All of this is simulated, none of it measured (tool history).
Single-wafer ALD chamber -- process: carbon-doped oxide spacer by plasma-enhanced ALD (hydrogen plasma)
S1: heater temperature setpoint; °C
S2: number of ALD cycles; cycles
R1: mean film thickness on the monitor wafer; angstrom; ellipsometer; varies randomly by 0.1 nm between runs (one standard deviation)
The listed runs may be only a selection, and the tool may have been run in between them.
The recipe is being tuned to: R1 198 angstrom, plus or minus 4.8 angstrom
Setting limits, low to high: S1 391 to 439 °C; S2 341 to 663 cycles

run 1 hour=0 | S1=415 S2=502 | R1=232.46
run 2 hour=7.8 | S1=417 S2=487 | R1=224.39
run 3 hour=16.2 | S1=419 S2=475 | R1=216.37
run 4 hour=20.2 | S1=421 S2=469 | R1=212.73
run 5 hour=28.2 | S1=421 S2=530 | R1=239.42
run 6 hour=30.6 | S1=421 S2=496 | R1=224.47
run 7 hour=34.4 | S1=421 S2=496 | R1=223.88
run 8 hour=36.4 | S1=423 S2=487 | R1=220.96
run 9 hour=39.1 | S1=423 S2=487 | R1=217.29
run 10 hour=47.5 | S1=423 S2=487 | R1=219.71
run 11 hour=54.7 | S1=424 S2=477 | R1=214.59
run 12 hour=61.4 | S1=425 S2=470 | R1=209.8
run 13 hour=65.5 | S1=425 S2=470 | R1=210.07
run 14 hour=72.6 | S1=426 S2=466 | R1=208.07
run 15 hour=79.5 | S1=427 S2=462 | R1=204.24
run 16 hour=85.9 | S1=428 S2=460 | R1=203.45

Consider the 4 candidate settings below. Which is the only one whose results all fall within their allowed miss of target?
run A hour=92.3 | S1=426 S2=414 | R1=?
run B hour=92.3 | S1=431 S2=430 | R1=?
run C hour=92.3 | S1=430 S2=416 | R1=?
run D hour=92.3 | S1=436 S2=460 | R1=?

move=A R1=184.26
move=B R1=188.22
move=C R1=182.7
move=D R1=197.96
A: pushes the last run's worst result past its target
B: pushes the last run's worst result past its target
C: pushes the last run's worst result past its target
D: all results land within tolerance of their targets
The right move is D.
